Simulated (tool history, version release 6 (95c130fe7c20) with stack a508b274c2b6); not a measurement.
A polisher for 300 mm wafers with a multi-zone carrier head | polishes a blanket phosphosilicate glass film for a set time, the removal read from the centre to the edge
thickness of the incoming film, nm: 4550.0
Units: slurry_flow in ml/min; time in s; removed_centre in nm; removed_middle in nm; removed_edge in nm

run	hour	slurry_flow	centre_zone	middle_zone	edge_zone	slurry_solids	time	removed_centre	removed_middle	removed_edge
1	0.0	280	1.00	1.00	1.00	1.0	30	289.55	276.71	290.80
2	4.5	280	1.00	0.98	1.00	1.0	30	292.07	272.46	295.00
3	12.8	235	1.00	0.98	1.00	1.0	30	285.08	276.61	289.55
4	14.9	235	0.93	0.98	1.00	1.0	30	265.68	264.80	279.00
5	18.4	235	0.93	0.98	1.00	1.0	27	233.60	245.97	259.59
6	25.2	235	0.93	0.98	1.00	1.1	27	248.14	256.40	272.78

Forecast run 7:
7	30.7	240	0.94	0.96	1.00	1.1	27	?	?	?

Run 7 gave removed_centre 251.48 nm, removed_middle 254.11 nm, removed_edge 272.28 nm.

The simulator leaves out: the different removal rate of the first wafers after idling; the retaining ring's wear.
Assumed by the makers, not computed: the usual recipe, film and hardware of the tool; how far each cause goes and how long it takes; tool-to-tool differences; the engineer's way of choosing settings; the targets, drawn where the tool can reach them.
